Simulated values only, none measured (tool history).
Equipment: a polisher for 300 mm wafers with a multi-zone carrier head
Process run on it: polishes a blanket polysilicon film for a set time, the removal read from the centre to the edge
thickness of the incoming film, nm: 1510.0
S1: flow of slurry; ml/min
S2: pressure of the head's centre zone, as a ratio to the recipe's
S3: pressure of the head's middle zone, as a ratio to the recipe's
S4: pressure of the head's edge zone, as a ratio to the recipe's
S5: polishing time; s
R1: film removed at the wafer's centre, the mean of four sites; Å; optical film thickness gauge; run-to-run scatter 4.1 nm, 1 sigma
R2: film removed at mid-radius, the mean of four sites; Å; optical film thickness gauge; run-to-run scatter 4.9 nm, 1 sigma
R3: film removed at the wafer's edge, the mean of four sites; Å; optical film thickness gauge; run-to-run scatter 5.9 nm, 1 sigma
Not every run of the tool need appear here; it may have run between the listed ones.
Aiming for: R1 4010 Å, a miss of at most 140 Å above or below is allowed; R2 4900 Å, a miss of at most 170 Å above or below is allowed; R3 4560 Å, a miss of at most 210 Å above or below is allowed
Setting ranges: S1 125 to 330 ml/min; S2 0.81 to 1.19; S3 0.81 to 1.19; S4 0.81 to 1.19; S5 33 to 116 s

run  hour   S1    S2    S3    S4  S5      R1      R2      R3
  1     0  210     1     1     1  74  4988.2  5123.4  5060.5
  2   6.1  210  1.08     1     1  74  5387.4  5039.2  5094.3
  3  11.1  210  1.08  0.91     1  74  5249.5  4763.8    5207
  4  19.5  210  1.08  0.91     1  59  4218.1  3842.1  4078.8
  5    23  225  1.01  0.97  1.04  61  4155.3  4218.5  4293.7
  6  26.4  225  1.09  0.97  1.04  61  4401.9  4198.3  4253.7
  7  27.1  240  0.99  1.07  1.11  62  4111.9    4551  4492.6
  8  27.7  240  0.99  1.07  1.11  62  4087.5  4543.2  4477.9
  9  33.4  245  0.97  1.09  1.11  62  4151.4  4730.9  4611.6
 10  34.5  245  0.97  1.09  1.11  62  4057.7  4691.5    4513
 11  37.4  250  0.96   1.1  1.11  62  4080.6  4678.4  4586.8

Consider the 4 candidate settings below. Which is the only one whose results all fall within their allowed miss of target?
  A  40.3  235  0.95  1.15  1.09  63   ?   ?   ?
  B  40.3  230  1.02  1.08  1.14  66   ?   ?   ?
  C  40.3  310  0.97  1.03  1.19  58   ?   ?   ?
  D  40.3  270  0.94  1.04  1.11  60   ?   ?   ?

move      R1      R2      R3
   A  3956.5  4923.6  4568.2
   B  4425.6  4886.5  4891.2
   C  3835.4  4266.7  4504.8
   D  3791.6  4389.4  4448.7
A: every result within its allowed miss
B: meets the target for the result that was furthest off, but another lies outside its allowed miss
C: moves away from the targets compared with the last run
D: moves away from the targets compared with the last run
A meets every target.
